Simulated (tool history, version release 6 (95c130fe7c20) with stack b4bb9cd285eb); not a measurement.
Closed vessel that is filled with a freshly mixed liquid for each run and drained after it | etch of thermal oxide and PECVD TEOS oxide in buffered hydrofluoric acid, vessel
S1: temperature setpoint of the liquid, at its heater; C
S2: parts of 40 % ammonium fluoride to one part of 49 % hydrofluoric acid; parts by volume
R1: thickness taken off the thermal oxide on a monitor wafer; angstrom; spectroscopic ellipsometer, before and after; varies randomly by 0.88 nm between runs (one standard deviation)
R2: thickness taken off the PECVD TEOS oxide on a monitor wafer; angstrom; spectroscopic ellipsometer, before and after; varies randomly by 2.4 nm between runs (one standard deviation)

Run 1, hour 0: S1 21 C, S2 19.5 parts by volume, time in the liquid (s) 90. Result: R1 518.89 angstrom, R2 1376.9 angstrom.
Run 2, hour 4.1: S1 22.5 C, S2 19 parts by volume, time in the liquid (s) 90. Result: R1 575.11 angstrom, R2 1533.5 angstrom.
Run 3, hour 12.8: S1 23.5 C, S2 18.5 parts by volume, time in the liquid (s) 90. Result: R1 624.95 angstrom, R2 1672.9 angstrom.
Run 4, hour 15.1: S1 24.5 C, S2 18 parts by volume, time in the liquid (s) 90. Result: R1 671.86 angstrom, R2 1773.7 angstrom.
At hour 19.6: hydrofluoric acid flow meter replaced.
Run 5, hour 19.6: S1 24.5 C, S2 23.5 parts by volume, time in the liquid (s) 90. Result: R1 501.67 angstrom, R2 1331 angstrom.
Run 6, hour 24.7: S1 25.5 C, S2 22 parts by volume, time in the liquid (s) 90. Result: R1 564.24 angstrom, R2 1463.5 angstrom.
Run 7, hour 26.6: S1 26 C, S2 20.5 parts by volume, time in the liquid (s) 90. Result: R1 595.53 angstrom, R2 1594.2 angstrom.

Predict the results of run 8:
Run 8, hour 34.1: S1 26.5 C, S2 19 parts by volume, time in the liquid (s) 90. Result: R1 ?, R2 ?.

{"run 8": {"R1": 663.81, "R2": 1748.8}}
